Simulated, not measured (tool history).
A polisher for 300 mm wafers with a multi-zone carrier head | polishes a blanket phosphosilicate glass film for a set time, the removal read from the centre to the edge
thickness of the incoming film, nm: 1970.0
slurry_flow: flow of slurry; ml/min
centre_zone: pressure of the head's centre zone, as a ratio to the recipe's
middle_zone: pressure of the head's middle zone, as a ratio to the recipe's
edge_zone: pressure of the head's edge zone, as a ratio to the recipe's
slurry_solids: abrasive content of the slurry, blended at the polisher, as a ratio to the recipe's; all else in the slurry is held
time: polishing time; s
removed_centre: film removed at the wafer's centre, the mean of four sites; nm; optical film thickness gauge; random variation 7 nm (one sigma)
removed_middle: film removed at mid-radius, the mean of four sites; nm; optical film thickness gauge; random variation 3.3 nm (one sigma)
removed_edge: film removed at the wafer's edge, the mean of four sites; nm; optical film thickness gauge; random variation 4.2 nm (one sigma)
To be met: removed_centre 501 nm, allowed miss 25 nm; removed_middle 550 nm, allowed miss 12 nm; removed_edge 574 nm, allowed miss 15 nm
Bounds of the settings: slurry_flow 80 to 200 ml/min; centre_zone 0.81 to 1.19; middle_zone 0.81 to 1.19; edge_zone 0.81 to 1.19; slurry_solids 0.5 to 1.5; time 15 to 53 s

| run | day | slurry_flow | centre_zone | middle_zone | edge_zone | slurry_solids | time | removed_centre | removed_middle | removed_edge |
|---|---|---|---|---|---|---|---|---|---|---|
| 1 | 0 | 130 | 1 | 1 | 1 | 1 | 34 | 355.53 | 358.63 | 355.24 |
| 2 | 0.125 | 130 | 1 | 1 | 0.97 | 1 | 34 | 361.26 | 355.09 | 352 |
| 3 | 0.438 | 130 | 1 | 1 | 0.92 | 1 | 34 | 354.24 | 357.61 | 344.33 |
| 4 | 0.762 | 135 | 0.97 | 1 | 0.98 | 1.15 | 35 | 381.03 | 401.77 | 390.24 |
| 5 | 1.108 | 135 | 0.97 | 1 | 1.02 | 1.15 | 35 | 387.13 | 397.92 | 399.21 |
| 6 | 1.375 | 135 | 0.97 | 1.07 | 1.02 | 1.15 | 35 | 395.47 | 421.66 | 398.03 |
| 7 | 1.688 | 170 | 0.91 | 1.03 | 1.12 | 1.4 | 38 | 459.94 | 515.51 | 515.18 |
| 8 | 1.883 | 170 | 0.91 | 1.03 | 1.14 | 1.45 | 38 | 456.79 | 520.55 | 525.74 |

4 next moves are on the table. One of them brings every result within its allowed miss. Which?
| A | 2.079 | 160 | 0.95 | 0.9 | 1.18 | 1.5 | 40 | ? | ? | ? |
| B | 2.079 | 155 | 0.89 | 0.87 | 1.19 | 1.45 | 40 | ? | ? | ? |
| C | 2.079 | 190 | 0.86 | 0.93 | 1.05 | 1.5 | 42 | ? | ? | ? |
| D | 2.079 | 200 | 1.09 | 1.16 | 0.99 | 1.35 | 35 | ? | ? | ? |

| move | removed_centre | removed_middle | removed_edge |
|---|---|---|---|
| A | 500.91 | 497.8 | 567.67 |
| B | 459.49 | 477.07 | 559.78 |
| C | 491.24 | 550.49 | 579.27 |
| D | 502.1 | 517.59 | 452.35 |
A: brings the result that was furthest off to its target, and leaves another outside
B: brings the result that was furthest off to its target, and leaves another outside
C: meets every target
D: further off than the last run
The right move is C.
